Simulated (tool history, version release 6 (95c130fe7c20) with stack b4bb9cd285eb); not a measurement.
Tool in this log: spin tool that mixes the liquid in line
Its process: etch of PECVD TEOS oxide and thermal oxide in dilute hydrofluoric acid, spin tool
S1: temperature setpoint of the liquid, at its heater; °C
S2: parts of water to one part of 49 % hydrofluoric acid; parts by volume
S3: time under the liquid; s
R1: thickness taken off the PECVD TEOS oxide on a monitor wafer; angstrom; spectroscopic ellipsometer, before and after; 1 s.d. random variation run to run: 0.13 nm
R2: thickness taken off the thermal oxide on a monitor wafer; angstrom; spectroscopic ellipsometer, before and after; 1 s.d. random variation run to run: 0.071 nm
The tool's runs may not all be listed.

run 1 day=0 | S1=23 S2=165 S3=75 | R1=61.502 R2=18.835
run 2 day=0.033 | S1=23 S2=165 S3=100 | R1=82.231 R2=24.346
run 3 day=0.296 | S1=24 S2=160 S3=100 | R1=89.294 R2=27.498
run 4 day=0.438 | S1=24 S2=160 S3=80 | R1=70.674 R2=21.742
run 5 day=0.692 | S1=24 S2=125 S3=80 | R1=94.16 R2=28.77
run 6 day=0.942 | S1=24 S2=125 S3=110 | R1=127.77 R2=39.051
run 7 day=1.162 | S1=25 S2=125 S3=110 | R1=134.95 R2=41.532

Run 8 comes next. What will it give?
run 8 day=1.208 | S1=25.5 S2=125 S3=110 | R1=? R2=?

Logged for run 8: R1 136.48 angstrom, R2 43.048 angstrom.
